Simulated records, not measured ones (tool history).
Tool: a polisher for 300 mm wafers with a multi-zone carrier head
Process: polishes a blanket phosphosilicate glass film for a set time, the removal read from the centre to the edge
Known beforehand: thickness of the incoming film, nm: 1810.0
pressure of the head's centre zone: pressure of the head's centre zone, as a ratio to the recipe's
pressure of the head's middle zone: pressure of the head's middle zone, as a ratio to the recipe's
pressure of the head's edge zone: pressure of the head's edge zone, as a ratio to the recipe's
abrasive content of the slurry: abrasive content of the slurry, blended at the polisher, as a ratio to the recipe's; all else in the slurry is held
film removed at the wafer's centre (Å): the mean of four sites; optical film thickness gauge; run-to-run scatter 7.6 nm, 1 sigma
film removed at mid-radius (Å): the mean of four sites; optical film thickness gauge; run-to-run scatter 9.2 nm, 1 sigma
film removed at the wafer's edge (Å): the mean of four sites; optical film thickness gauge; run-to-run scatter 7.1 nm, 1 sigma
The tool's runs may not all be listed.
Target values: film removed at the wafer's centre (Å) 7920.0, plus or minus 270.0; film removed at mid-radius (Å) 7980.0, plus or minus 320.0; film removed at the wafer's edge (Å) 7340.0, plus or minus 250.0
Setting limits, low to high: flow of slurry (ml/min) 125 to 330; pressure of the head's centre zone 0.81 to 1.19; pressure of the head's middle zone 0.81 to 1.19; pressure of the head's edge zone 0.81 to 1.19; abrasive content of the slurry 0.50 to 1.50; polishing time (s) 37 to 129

run,hour,flow of slurry (ml/min),pressure of the head's centre zone,pressure of the head's middle zone,pressure of the head's edge zone,abrasive content of the slurry,polishing time (s),film removed at the wafer's centre (Å),film removed at mid-radius (Å),film removed at the wafer's edge (Å)
1,0.0,210,1.00,1.00,1.00,1.00,83,6290.3,6066.1,6162.7
2,0.9,210,1.05,1.00,1.00,1.00,83,6667.6,6251.4,6364.0
3,4.0,225,1.08,1.05,1.03,1.00,83,6951.0,6495.8,6459.6
4,12.9,225,1.08,1.05,1.03,1.00,66,5545.1,5156.6,4995.6
5,17.1,225,1.14,1.05,1.03,1.00,66,5760.7,5140.4,5157.0
6,24.2,225,1.12,1.09,1.06,1.15,69,6328.6,5912.3,5828.6
7,31.4,240,1.12,1.12,1.06,1.25,70,6823.6,6640.8,6176.4
8,36.5,250,1.13,1.14,1.09,1.30,70,7039.5,6839.0,6407.2
9,38.9,255,1.13,1.15,1.11,1.35,70,7083.4,7181.5,6593.1
10,42.8,255,1.13,1.15,1.11,1.35,70,7124.4,7072.8,6570.5
11,45.7,260,1.14,1.16,1.12,1.40,71,7293.8,7232.9,6706.5
12,47.9,270,1.15,1.19,1.15,1.50,76,8344.6,8182.0,7720.5

Which single option among these 4 for the next run brings every result within its allowed miss of target? Just one does.
A,50.1,260,1.12,1.17,1.08,1.50,76,?,?,?
B,50.1,280,1.17,1.09,1.18,1.50,81,?,?,?
C,50.1,285,1.14,1.13,1.19,1.30,86,?,?,?
D,50.1,255,1.18,1.17,1.19,1.50,77,?,?,?

move,film removed at the wafer's centre (Å),film removed at mid-radius (Å),film removed at the wafer's edge (Å)
A,7994.4,8001.2,7278.3
B,8978.3,8085.4,8175.8
C,8773.2,8361.7,8225.1
D,8515.6,8084.7,7737.4
A: meets every target
B: further off than the last run
C: further off than the last run
D: further off than the last run
The right move is A.
